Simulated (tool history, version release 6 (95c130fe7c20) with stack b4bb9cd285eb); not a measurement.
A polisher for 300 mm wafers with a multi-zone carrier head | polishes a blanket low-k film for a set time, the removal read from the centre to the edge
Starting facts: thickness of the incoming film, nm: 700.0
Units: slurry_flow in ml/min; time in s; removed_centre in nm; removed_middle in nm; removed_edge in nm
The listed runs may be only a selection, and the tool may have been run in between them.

Run 1, day 0: slurry_flow 310 ml/min, centre_zone 1, middle_zone 1, edge_zone 1, slurry_solids 1, time 75 s. Result: removed_centre 39.314 nm, removed_middle 43.461 nm, removed_edge 42.055 nm.
Run 2, day 0.35: slurry_flow 310 ml/min, centre_zone 0.92, middle_zone 1, edge_zone 1, slurry_solids 1, time 75 s. Result: removed_centre 35.808 nm, removed_middle 43.741 nm, removed_edge 42.342 nm.
Run 3, day 0.438: slurry_flow 310 ml/min, centre_zone 0.95, middle_zone 1, edge_zone 1, slurry_solids 1, time 75 s. Result: removed_centre 36.886 nm, removed_middle 43.685 nm, removed_edge 41.101 nm.
Run 4, day 0.75: slurry_flow 310 ml/min, centre_zone 0.95, middle_zone 1, edge_zone 1, slurry_solids 1, time 62 s. Result: removed_centre 30.713 nm, removed_middle 36.058 nm, removed_edge 34.82 nm.
Run 5, day 1.1: slurry_flow 310 ml/min, centre_zone 0.95, middle_zone 1.03, edge_zone 1, slurry_solids 1, time 62 s. Result: removed_centre 31.039 nm, removed_middle 36.644 nm, removed_edge 35.858 nm.
Run 6, day 1.233: slurry_flow 310 ml/min, centre_zone 0.9, middle_zone 1.03, edge_zone 1, slurry_solids 1, time 62 s. Result: removed_centre 29.387 nm, removed_middle 36.025 nm, removed_edge 35.131 nm.
Run 7, day 1.288: slurry_flow 310 ml/min, centre_zone 0.93, middle_zone 1, edge_zone 1.02, slurry_solids 0.95, time 62 s. Result: removed_centre 29.062 nm, removed_middle 35.387 nm, removed_edge 34.846 nm.
Run 8, day 1.621: slurry_flow 310 ml/min, centre_zone 0.96, middle_zone 0.98, edge_zone 1.04, slurry_solids 0.95, time 61 s. Result: removed_centre 29.992 nm, removed_middle 34.251 nm, removed_edge 34.319 nm.

For run 9, what comes out?
Run 9, day 1.708: slurry_flow 310 ml/min, centre_zone 0.97, middle_zone 0.96, edge_zone 1.05, slurry_solids 0.95, time 61 s. Result: removed_centre ?, removed_middle ?, removed_edge ?.

removed_centre: 30.531 nm
removed_middle: 33.875 nm
removed_edge: 34.5 nm
